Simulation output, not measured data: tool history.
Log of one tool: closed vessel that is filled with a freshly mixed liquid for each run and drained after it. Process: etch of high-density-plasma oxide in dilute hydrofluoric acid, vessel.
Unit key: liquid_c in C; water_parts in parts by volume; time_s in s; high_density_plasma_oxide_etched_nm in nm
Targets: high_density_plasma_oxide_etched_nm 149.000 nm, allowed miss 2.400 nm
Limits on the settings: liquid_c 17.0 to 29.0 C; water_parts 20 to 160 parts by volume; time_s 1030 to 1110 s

run,day,liquid_c,water_parts,time_s,high_density_plasma_oxide_etched_nm
1,0.000,21.0,90,1030,84.169
2,0.133,24.0,90,1030,94.800
3,0.175,24.5,90,1030,97.277
4,0.462,25.0,90,1030,98.378
5,0.625,25.0,90,1030,98.923
6,0.983,25.0,120,1030,71.225
7,1.029,25.5,115,1030,76.214
8,1.338,26.0,110,1030,81.985
9,1.583,26.5,105,1030,88.289
10,1.708,26.5,100,1030,93.283
11,1.792,29.0,65,1030,164.910
12,2.117,28.0,65,1030,158.370
13,2.183,27.5,65,1030,155.290
14,2.262,27.0,65,1030,152.620

Next run, 5 choices. One meets every target within its allowed miss, the rest don't. Which?
A,2.342,26.0,65,1085,?
B,2.342,29.0,75,1095,?
C,2.342,29.0,70,1070,?
D,2.342,27.5,70,1100,?
E,2.342,24.0,60,1080,?

move,high_density_plasma_oxide_etched_nm
A,154.300
B,149.750
C,157.920
D,153.110
E,154.500
A: lands further from the targets than the last run did
B: each result inside its tolerance
C: lands further from the targets than the last run did
D: lands further from the targets than the last run did
E: lands further from the targets than the last run did
B meets every target.

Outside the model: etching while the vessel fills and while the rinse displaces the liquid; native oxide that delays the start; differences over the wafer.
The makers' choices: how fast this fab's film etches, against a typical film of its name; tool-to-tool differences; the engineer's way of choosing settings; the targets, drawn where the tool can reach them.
